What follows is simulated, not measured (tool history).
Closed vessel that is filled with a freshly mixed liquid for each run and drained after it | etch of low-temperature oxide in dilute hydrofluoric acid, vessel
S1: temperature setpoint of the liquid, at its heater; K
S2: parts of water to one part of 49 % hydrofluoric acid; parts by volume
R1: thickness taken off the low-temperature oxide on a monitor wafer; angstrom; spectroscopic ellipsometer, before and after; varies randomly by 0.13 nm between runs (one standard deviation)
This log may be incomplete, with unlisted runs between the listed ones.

{"run": 1, "day": 0.0, "S1": 295.15, "S2": 295, "time in the liquid (s)": 915, "R1": 250.37}
{"run": 2, "day": 0.088, "S1": 296.15, "S2": 290, "time in the liquid (s)": 915, "R1": 265.11}
{"run": 3, "day": 0.442, "S1": 299.65, "S2": 290, "time in the liquid (s)": 915, "R1": 297.52}
{"run": 4, "day": 0.567, "S1": 300.15, "S2": 285, "time in the liquid (s)": 915, "R1": 310.77}
{"run": 5, "day": 0.875, "S1": 297.65, "S2": 285, "time in the liquid (s)": 915, "R1": 286.55}
{"run": 6, "day": 0.988, "S1": 298.65, "S2": 285, "time in the liquid (s)": 915, "R1": 294.41}
{"run": 7, "day": 1.292, "S1": 299.15, "S2": 280, "time in the liquid (s)": 915, "R1": 307.06}
{"run": 8, "day": 1.45, "S1": 299.65, "S2": 275, "time in the liquid (s)": 915, "R1": 320.62}

For run 9, what comes out?
{"run": 9, "day": 1.612, "S1": 300.15, "S2": 270, "time in the liquid (s)": 915, "R1": "?"}

For run 9 the tool returned R1 335.77 angstrom.
